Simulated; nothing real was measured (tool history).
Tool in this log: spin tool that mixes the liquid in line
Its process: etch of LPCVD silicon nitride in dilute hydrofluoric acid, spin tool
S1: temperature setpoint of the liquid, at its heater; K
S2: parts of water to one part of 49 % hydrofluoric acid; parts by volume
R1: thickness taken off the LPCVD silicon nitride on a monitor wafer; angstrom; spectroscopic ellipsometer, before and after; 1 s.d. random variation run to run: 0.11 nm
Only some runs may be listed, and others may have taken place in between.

Run 1, hour 0: S1 294.15 K, S2 45 parts by volume, time under the liquid (s) 325. Result: R1 31.982 angstrom.
Run 2, hour 1.6: S1 297.65 K, S2 45 parts by volume, time under the liquid (s) 325. Result: R1 40.902 angstrom.
Run 3, hour 7.2: S1 297.65 K, S2 45 parts by volume, time under the liquid (s) 325. Result: R1 41.85 angstrom.
Run 4, hour 12.4: S1 297.65 K, S2 60 parts by volume, time under the liquid (s) 325. Result: R1 30.78 angstrom.
Run 5, hour 20.7: S1 297.65 K, S2 60 parts by volume, time under the liquid (s) 350. Result: R1 32.482 angstrom.
Run 6, hour 26.1: S1 297.65 K, S2 60 parts by volume, time under the liquid (s) 350. Result: R1 32.9 angstrom.

For run 7, what comes out?
Run 7, hour 34.7: S1 298.15 K, S2 60 parts by volume, time under the liquid (s) 350. Result: R1 ?.

R1: 34.19 angstrom
